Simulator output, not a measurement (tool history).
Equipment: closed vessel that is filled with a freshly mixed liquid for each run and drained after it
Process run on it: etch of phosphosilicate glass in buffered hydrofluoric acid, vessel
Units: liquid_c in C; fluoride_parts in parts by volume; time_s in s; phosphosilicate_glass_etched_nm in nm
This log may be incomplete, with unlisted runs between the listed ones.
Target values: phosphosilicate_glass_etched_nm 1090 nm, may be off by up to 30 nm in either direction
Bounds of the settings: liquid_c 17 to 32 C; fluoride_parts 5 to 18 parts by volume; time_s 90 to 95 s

| run | hour | liquid_c | fluoride_parts | time_s | phosphosilicate_glass_etched_nm |
|---|---|---|---|---|---|
| 1 | 0 | 24 | 11 | 90 | 533.19 |
| 2 | 4.8 | 24 | 11 | 95 | 570.28 |
| 3 | 9.7 | 26.5 | 11 | 95 | 649.56 |
| 4 | 14.8 | 27.5 | 10.5 | 95 | 720.92 |
| 5 | 23.4 | 27.5 | 10.5 | 95 | 718.77 |
| 6 | 27.7 | 28.5 | 10 | 95 | 789 |
| 7 | 33.3 | 29 | 9.5 | 95 | 839.43 |
| 8 | 34.5 | 29.5 | 9 | 95 | 888.21 |
| 9 | 37.6 | 29.5 | 9 | 95 | 889.28 |
| 10 | 43 | 30 | 9 | 95 | 917.43 |
| 11 | 51.1 | 32 | 8 | 95 | 1153.7 |
| 12 | 54.5 | 31.5 | 8 | 95 | 1122.2 |

5 candidate next runs follow, results not yet known. Just one meets every target within its allowed miss. Identify it.
| A | 57.9 | 32 | 8.5 | 90 | ? |
| B | 57.9 | 31 | 7.5 | 95 | ? |
| C | 57.9 | 29 | 7 | 95 | ? |
| D | 57.9 | 25.5 | 5.5 | 95 | ? |
| E | 57.9 | 32 | 8.5 | 95 | ? |

| move | phosphosilicate_glass_etched_nm |
|---|---|
| A | 1022.7 |
| B | 1173.4 |
| C | 1138.3 |
| D | 1162.1 |
| E | 1079.5 |
A: takes the biggest miss from the last run beyond its target
B: misses by more than the last run did
C: misses by more than the last run did
D: misses by more than the last run did
E: in spec on every target
Answer: E
